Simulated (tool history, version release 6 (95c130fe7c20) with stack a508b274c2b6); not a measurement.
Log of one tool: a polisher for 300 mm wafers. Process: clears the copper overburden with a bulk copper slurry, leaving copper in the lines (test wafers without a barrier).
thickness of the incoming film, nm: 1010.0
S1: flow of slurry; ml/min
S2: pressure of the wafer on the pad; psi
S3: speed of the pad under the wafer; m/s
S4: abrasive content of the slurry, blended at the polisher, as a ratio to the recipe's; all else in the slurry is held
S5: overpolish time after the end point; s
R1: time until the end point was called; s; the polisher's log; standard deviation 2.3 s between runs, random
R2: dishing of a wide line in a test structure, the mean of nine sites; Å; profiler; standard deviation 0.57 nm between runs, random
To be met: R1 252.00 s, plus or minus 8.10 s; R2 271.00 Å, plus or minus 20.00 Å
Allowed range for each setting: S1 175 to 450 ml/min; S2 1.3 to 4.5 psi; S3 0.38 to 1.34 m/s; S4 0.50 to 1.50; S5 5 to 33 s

| run | hour | S1 | S2 | S3 | S4 | S5 | R1 | R2 |
|---|---|---|---|---|---|---|---|---|
| 1 | 0.0 | 290 | 2.9 | 0.86 | 1.00 | 17 | 114.55 | 518.20 |
| 2 | 1.4 | 290 | 2.6 | 0.82 | 1.00 | 14 | 134.24 | 427.20 |
| 3 | 7.4 | 290 | 2.3 | 0.80 | 1.00 | 13 | 152.87 | 385.07 |
| 4 | 14.6 | 245 | 2.3 | 0.80 | 1.00 | 13 | 155.15 | 390.34 |
| 5 | 21.1 | 245 | 2.1 | 0.78 | 1.00 | 12 | 176.44 | 365.49 |
| 6 | 25.3 | 245 | 2.7 | 0.78 | 1.00 | 12 | 135.64 | 400.17 |
| 7 | 34.3 | 245 | 2.4 | 0.76 | 1.00 | 11 | 158.84 | 356.64 |
| 8 | 36.5 | 245 | 2.2 | 0.76 | 1.00 | 11 | 170.74 | 345.21 |
| 9 | 38.0 | 245 | 2.0 | 0.76 | 1.00 | 11 | 187.84 | 314.24 |
| 10 | 42.4 | 245 | 1.9 | 0.76 | 1.00 | 11 | 196.54 | 294.73 |
| 11 | 47.8 | 245 | 1.8 | 0.76 | 1.00 | 12 | 209.02 | 311.55 |
| 12 | 55.1 | 245 | 1.3 | 0.76 | 1.00 | 7 | 278.38 | 163.72 |
| 13 | 58.1 | 240 | 1.4 | 0.74 | 1.00 | 8 | 268.77 | 181.40 |
| 14 | 59.2 | 235 | 1.4 | 0.74 | 1.00 | 9 | 271.74 | 202.44 |
| 15 | 62.6 | 230 | 1.4 | 0.74 | 1.00 | 10 | 274.08 | 230.05 |

Exactly one of the 5 candidate moves below puts every result within its allowed miss. Which one?
| A | 66.0 | 220 | 1.7 | 0.50 | 1.15 | 11 | ? | ? |
| B | 66.0 | 215 | 1.3 | 0.74 | 1.10 | 13 | ? | ? |
| C | 66.0 | 215 | 1.6 | 0.70 | 1.00 | 12 | ? | ? |
| D | 66.0 | 230 | 1.3 | 0.72 | 1.00 | 9 | ? | ? |
| E | 66.0 | 285 | 1.5 | 0.58 | 0.95 | 14 | ? | ? |

| move | R1 | R2 |
|---|---|---|
| A | 319.02 | 215.99 |
| B | 285.83 | 260.22 |
| C | 253.63 | 270.91 |
| D | 298.18 | 192.52 |
| E | 318.64 | 256.37 |
A: the biggest miss grows against the last run
B: the biggest miss grows against the last run
C: each result inside its tolerance
D: the biggest miss grows against the last run
E: the biggest miss grows against the last run
Go with C: it meets all targets.

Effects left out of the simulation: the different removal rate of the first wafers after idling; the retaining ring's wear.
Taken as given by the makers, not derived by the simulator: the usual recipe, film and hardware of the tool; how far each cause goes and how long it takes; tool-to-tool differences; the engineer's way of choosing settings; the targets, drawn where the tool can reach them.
